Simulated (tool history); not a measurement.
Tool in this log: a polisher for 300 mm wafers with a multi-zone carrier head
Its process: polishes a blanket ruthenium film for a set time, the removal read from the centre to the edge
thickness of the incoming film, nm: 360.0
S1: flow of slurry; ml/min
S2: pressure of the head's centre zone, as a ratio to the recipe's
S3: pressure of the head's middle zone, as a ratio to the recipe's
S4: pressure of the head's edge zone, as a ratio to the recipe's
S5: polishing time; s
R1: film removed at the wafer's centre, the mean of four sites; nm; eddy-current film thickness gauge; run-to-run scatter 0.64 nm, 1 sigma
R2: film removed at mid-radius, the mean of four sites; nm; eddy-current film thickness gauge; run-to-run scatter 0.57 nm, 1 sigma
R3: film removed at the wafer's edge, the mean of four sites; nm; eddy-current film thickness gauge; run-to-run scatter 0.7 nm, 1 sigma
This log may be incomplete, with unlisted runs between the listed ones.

run 1 day=0.000 | S1=230 S2=1.00 S3=1.00 S4=1.00 S5=34 | R1=37.155 R2=37.332 R3=36.560
run 2 day=0.150 | S1=235 S2=0.99 S3=1.04 S4=1.04 S5=36 | R1=37.813 R2=40.480 R3=39.801
run 3 day=0.388 | S1=235 S2=0.99 S3=1.04 S4=1.00 S5=36 | R1=37.893 R2=40.888 R3=38.456
run 4 day=0.542 | S1=235 S2=0.95 S3=1.04 S4=1.00 S5=36 | R1=36.701 R2=39.810 R3=39.977
run 5 day=0.788 | S1=235 S2=0.95 S3=1.08 S4=1.00 S5=36 | R1=35.639 R2=41.207 R3=39.081
run 6 day=1.079 | S1=235 S2=1.01 S3=1.08 S4=1.00 S5=36 | R1=38.491 R2=42.154 R3=39.358
run 7 day=1.117 | S1=235 S2=1.01 S3=1.08 S4=1.00 S5=36 | R1=38.068 R2=42.348 R3=38.677

Predict the results of run 8:
run 8 day=1.458 | S1=240 S2=1.01 S3=1.09 S4=1.03 S5=38 | R1=? R2=? R3=?

R1: 40.983 nm
R2: 44.234 nm
R3: 40.727 nm
